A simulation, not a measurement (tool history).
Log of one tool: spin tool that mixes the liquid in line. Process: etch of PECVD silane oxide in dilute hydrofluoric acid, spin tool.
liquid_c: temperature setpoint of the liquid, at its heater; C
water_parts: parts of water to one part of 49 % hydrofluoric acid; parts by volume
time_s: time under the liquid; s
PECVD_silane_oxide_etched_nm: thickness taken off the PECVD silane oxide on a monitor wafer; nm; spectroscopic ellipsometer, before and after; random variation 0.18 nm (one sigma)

run 1 hour=0.0 | liquid_c=24.0 water_parts=40 time_s=15 | PECVD_silane_oxide_etched_nm=12.278
run 2 hour=2.6 | liquid_c=22.0 water_parts=40 time_s=15 | PECVD_silane_oxide_etched_nm=11.373
run 3 hour=10.8 | liquid_c=22.0 water_parts=30 time_s=15 | PECVD_silane_oxide_etched_nm=15.050
run 4 hour=14.9 | liquid_c=18.5 water_parts=30 time_s=15 | PECVD_silane_oxide_etched_nm=13.085
run 5 hour=20.9 | liquid_c=20.0 water_parts=30 time_s=15 | PECVD_silane_oxide_etched_nm=13.772
run 6 hour=27.2 | liquid_c=18.5 water_parts=30 time_s=15 | PECVD_silane_oxide_etched_nm=13.154

Forecast run 7:
run 7 hour=28.1 | liquid_c=20.0 water_parts=30 time_s=15 | PECVD_silane_oxide_etched_nm=?

Run 7 gave PECVD_silane_oxide_etched_nm 13.857 nm.

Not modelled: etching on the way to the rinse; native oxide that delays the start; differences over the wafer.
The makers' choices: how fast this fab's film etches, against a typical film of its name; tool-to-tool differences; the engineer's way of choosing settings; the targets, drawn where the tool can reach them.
